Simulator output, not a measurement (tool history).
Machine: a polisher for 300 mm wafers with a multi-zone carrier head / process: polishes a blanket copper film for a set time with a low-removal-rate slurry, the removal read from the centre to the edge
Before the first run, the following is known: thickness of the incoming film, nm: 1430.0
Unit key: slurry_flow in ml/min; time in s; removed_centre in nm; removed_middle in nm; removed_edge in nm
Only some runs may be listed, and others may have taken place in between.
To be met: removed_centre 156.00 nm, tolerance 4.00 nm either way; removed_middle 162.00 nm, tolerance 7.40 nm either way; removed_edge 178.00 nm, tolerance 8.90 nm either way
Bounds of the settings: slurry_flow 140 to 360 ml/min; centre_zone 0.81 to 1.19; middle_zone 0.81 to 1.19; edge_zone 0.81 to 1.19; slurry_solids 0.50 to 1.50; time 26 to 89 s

run  hour  slurry_flow  centre_zone  middle_zone  edge_zone  slurry_solids  time  removed_centre  removed_middle  removed_edge
  1   0.0          230         1.00         1.00       1.00           1.00    57          136.56          137.52        134.35
  2   3.6          230         1.00         0.92       1.00           1.00    57          134.77          128.06        135.57
  3   9.6          230         1.00         0.84       1.00           1.00    57          135.76          116.46        136.95
  4  11.4          235         0.99         0.86       1.02           1.10    58          141.14          126.11        145.42
  5  13.4          180         0.99         0.86       1.02           1.10    58          135.13          119.19        138.56
  6  17.2          180         0.99         0.86       1.02           0.90    58          129.15          111.22        131.39
  7  19.1          200         0.99         0.88       1.04           0.95    58          132.42          121.32        136.33
  8  21.2          215         0.99         0.88       1.06           1.00    58          137.14          122.32        139.01
  9  22.3          225         0.97         0.88       1.07           1.10    58          136.84          126.27        148.38
 10  24.5          225         0.97         0.88       1.07           1.10    58          135.52          126.19        145.14
 11  33.1          240         0.97         0.89       1.08           1.15    58          139.50          131.11        152.23
 12  37.6          250         0.97         0.90       1.09           1.20    58          144.02          132.47        149.39
 13  45.7          255         0.96         0.91       1.09           1.25    59          144.53          139.12        152.75
 14  52.4          265         0.95         0.91       1.10           1.30    60          147.37          142.72        159.71
 15  56.3          265         0.95         0.91       1.10           1.30    60          146.85          145.38        162.84
 16  58.8          275         0.95         0.91       1.11           1.35    60          148.71          144.83        163.43
 17  66.3          280         0.95         0.92       1.12           1.35    60          151.25          149.66        165.61
 18  70.2          285         0.95         0.92       1.13           1.35    60          149.81          147.27        167.75
 19  79.3          290         0.95         0.93       1.14           1.35    60          149.78          150.07        164.93

Exactly one of the 4 candidate moves below puts every result within its allowed miss. Which one?
  A  88.4          330         0.95         1.17       1.10           1.35    57               ?               ?             ?
  B  88.4          265         0.91         0.93       1.08           1.30    66               ?               ?             ?
  C  88.4          280         0.97         1.17       1.05           1.25    60               ?               ?             ?
  D  88.4          280         0.87         0.93       1.14           1.40    64               ?               ?             ?

move  removed_centre  removed_middle  removed_edge
   A          145.98          172.75        161.33
   B          156.43          159.74        181.09
   C          151.45          175.79        160.99
   D          148.50          158.60        184.52
A: takes the result that was furthest off past its target
B: every result lands within tolerance
C: takes the result that was furthest off past its target
D: brings the last run's worst result on target, with another outside its allowed miss
Correct choice: B, which meets every target

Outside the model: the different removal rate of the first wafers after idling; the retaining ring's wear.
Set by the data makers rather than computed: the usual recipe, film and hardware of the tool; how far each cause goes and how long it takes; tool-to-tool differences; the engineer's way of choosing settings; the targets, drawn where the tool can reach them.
